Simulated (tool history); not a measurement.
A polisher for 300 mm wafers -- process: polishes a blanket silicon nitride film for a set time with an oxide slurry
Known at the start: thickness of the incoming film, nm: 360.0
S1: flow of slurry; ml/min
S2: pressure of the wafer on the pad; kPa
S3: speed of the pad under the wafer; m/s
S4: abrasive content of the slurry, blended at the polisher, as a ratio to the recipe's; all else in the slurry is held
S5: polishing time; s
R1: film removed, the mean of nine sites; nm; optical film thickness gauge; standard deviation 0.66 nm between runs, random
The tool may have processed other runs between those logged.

run,hour,S1,S2,S3,S4,S5,R1
1,0.0,260,32.4,0.84,1.0,79,56.839
2,3.7,260,32.4,0.84,1.0,79,57.829
3,10.2,260,32.4,0.84,1.0,82,58.921
4,18.4,260,31.0,0.84,1.0,82,56.238
5,24.8,260,30.3,0.84,1.0,82,55.909
6,29.5,260,30.3,1.04,1.0,82,64.021

Run 7, settings as shown, results not yet in. Your forecast:
7,36.2,260,29.0,1.04,1.0,82,?

R1: 62.372 nm

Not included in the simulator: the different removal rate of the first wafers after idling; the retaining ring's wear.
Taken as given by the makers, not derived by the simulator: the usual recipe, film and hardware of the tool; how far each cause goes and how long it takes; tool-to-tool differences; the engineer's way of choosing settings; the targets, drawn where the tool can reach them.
